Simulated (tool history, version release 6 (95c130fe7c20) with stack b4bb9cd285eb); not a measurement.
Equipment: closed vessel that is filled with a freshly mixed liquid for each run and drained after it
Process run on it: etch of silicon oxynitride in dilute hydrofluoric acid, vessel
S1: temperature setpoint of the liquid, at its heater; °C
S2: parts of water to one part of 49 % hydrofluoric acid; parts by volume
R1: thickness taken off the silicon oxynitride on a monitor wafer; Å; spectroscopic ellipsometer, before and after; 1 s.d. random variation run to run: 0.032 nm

run 1 day=0 | S1=24 S2=220 time_in_the_liquid_(s)=345 | R1=20.456
run 2 day=0.096 | S1=24 S2=220 time_in_the_liquid_(s)=230 | R1=13.482
run 3 day=0.283 | S1=21 S2=220 time_in_the_liquid_(s)=230 | R1=11.811
run 4 day=0.642 | S1=18.5 S2=220 time_in_the_liquid_(s)=230 | R1=10.523
run 5 day=0.85 | S1=22 S2=200 time_in_the_liquid_(s)=230 | R1=13.636
run 6 day=1.067 | S1=22 S2=170 time_in_the_liquid_(s)=230 | R1=16.589
run 7 day=1.379 | S1=24.5 S2=160 time_in_the_liquid_(s)=230 | R1=19.814
run 8 day=1.421 | S1=24.5 S2=160 time_in_the_liquid_(s)=230 | R1=19.912
run 9 day=1.546 | S1=26.5 S2=150 time_in_the_liquid_(s)=230 | R1=23.217
run 10 day=1.642 | S1=28 S2=140 time_in_the_liquid_(s)=230 | R1=27.481

For run 11, what comes out?
run 11 day=1.758 | S1=29 S2=135 time_in_the_liquid_(s)=230 | R1=?

R1: 29.242 Å

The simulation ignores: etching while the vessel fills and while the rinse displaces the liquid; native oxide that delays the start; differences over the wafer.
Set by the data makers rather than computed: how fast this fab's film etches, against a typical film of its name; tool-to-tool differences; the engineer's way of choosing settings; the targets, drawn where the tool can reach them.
